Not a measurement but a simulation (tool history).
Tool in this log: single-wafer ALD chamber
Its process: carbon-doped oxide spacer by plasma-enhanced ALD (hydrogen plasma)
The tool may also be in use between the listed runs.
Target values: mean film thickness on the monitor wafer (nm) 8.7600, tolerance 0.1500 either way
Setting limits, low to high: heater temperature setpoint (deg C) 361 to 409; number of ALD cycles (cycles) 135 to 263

run,day,heater temperature setpoint (deg C),number of ALD cycles (cycles),mean film thickness on the monitor wafer (nm)
1,0.000,385,199,10.1720
2,0.229,385,211,10.8250
3,0.471,381,211,10.7360
4,0.512,381,197,10.0760
5,0.550,381,192,9.8595
6,0.746,381,188,9.5788
7,1.058,381,188,9.5991
8,1.262,381,166,8.4995
9,1.500,381,167,8.5038
10,1.583,381,174,8.9405

Which one of the following 5 next-run settings gets every result inside its allowed miss? There is exactly one.
A,1.667,387,165,?
B,1.667,380,178,?
C,1.667,380,179,?
D,1.667,385,170,?
E,1.667,387,179,?

move,mean film thickness on the monitor wafer (nm)
A,8.5189
B,9.1901
C,9.2417
D,8.7771
E,9.2417
A: carries the result that was furthest off beyond its target, to the other side
B: misses by more than the last run did
C: misses by more than the last run did
D: hits every target within its allowed miss
E: misses by more than the last run did
D is the move that brings every result within its allowed miss.
